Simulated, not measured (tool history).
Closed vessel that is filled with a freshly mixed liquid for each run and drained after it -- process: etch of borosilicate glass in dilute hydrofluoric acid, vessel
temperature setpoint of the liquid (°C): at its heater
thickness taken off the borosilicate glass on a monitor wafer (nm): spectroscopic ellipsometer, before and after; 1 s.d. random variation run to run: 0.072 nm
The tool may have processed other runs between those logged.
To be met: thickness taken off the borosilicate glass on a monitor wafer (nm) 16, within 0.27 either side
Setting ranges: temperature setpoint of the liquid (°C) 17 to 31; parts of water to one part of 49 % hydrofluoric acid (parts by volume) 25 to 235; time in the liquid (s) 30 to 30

run  hour  temperature setpoint of the liquid (°C)  parts of water to one part of 49 % hydrofluoric acid (parts by volume)  time in the liquid (s)  thickness taken off the borosilicate glass on a monitor wafer (nm)
  1     0                                       23                                                                     130                      30                                                              8.4919
  2   2.5                                       23                                                                     155                      30                                                              6.9292
  3   8.6                                       25                                                                     140                      30                                                               8.453
  4  17.6                                       25                                                                     140                      30                                                              8.4479
  5  22.6                                       23                                                                     140                      30                                                              7.7747
  6  29.1                                       25                                                                     130                      30                                                              9.2283
  7  33.4                                     26.5                                                                     120                      30                                                              10.684
  8  41.1                                     27.5                                                                     115                      30                                                              11.686
       46  -- hydrofluoric acid flow meter replaced
  9    46                                     28.5                                                                     110                      30                                                              14.424
 10  51.5                                       29                                                                     110                      30                                                              14.573
 11  54.5                                     29.5                                                                     110                      30                                                              14.935
 12  57.6                                       30                                                                     110                      30                                                               15.19
 13  65.3                                     30.5                                                                     110                      30                                                              15.483

4 candidate next runs follow, results not yet known. Just one meets every target within its allowed miss. Identify it.
  A    73                                       31                                                                     105                      30                                                                   ?
  B    73                                       29                                                                     105                      30                                                                   ?
  C    73                                       28                                                                      95                      30                                                                   ?
  D    73                                       30                                                                     105                      30                                                                   ?

move  thickness taken off the borosilicate glass on a monitor wafer (nm)
   A                                                              16.523
   B                                                              15.334
   C                                                               16.54
   D                                                               15.92
A: takes the result that was furthest off past its target
B: lands further from the targets than the last run did
C: takes the result that was furthest off past its target
D: each result inside its tolerance
D meets every target.
